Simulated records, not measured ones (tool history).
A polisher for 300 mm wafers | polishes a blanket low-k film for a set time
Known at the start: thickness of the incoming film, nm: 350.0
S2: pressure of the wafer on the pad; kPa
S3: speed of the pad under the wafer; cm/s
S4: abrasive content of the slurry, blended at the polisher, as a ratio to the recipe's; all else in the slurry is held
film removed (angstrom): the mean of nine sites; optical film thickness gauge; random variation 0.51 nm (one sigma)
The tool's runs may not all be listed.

Run 1, day 0.000: flow of slurry (ml/min) 185, S2 9.7 kPa, S3 82 cm/s, S4 1.0, polishing time (s) 76. Result: film removed (angstrom) 222.65.
Run 2, day 0.125: flow of slurry (ml/min) 165, S2 9.7 kPa, S3 82 cm/s, S4 1.0, polishing time (s) 76. Result: film removed (angstrom) 219.22.
Run 3, day 0.179: flow of slurry (ml/min) 185, S2 9.7 kPa, S3 82 cm/s, S4 1.0, polishing time (s) 76. Result: film removed (angstrom) 226.52.
Run 4, day 0.204: flow of slurry (ml/min) 190, S2 10.3 kPa, S3 82 cm/s, S4 1.0, polishing time (s) 76. Result: film removed (angstrom) 238.17.
Run 5, day 0.475: flow of slurry (ml/min) 190, S2 11.0 kPa, S3 82 cm/s, S4 1.0, polishing time (s) 76. Result: film removed (angstrom) 259.43.
Run 6, day 0.658: flow of slurry (ml/min) 190, S2 11.7 kPa, S3 82 cm/s, S4 1.0, polishing time (s) 76. Result: film removed (angstrom) 273.76.
Run 7, day 0.700: flow of slurry (ml/min) 190, S2 12.4 kPa, S3 82 cm/s, S4 1.0, polishing time (s) 76. Result: film removed (angstrom) 288.91.
Run 8, day 0.850: flow of slurry (ml/min) 190, S2 13.1 kPa, S3 82 cm/s, S4 1.0, polishing time (s) 76. Result: film removed (angstrom) 302.04.
Run 9, day 0.892: flow of slurry (ml/min) 195, S2 13.8 kPa, S3 82 cm/s, S4 1.0, polishing time (s) 76. Result: film removed (angstrom) 322.22.

Run 10 comes next. What will it give?
Run 10, day 1.058: flow of slurry (ml/min) 200, S2 14.5 kPa, S3 82 cm/s, S4 1.0, polishing time (s) 76. Result: film removed (angstrom) ?.

film removed (angstrom): 340.07
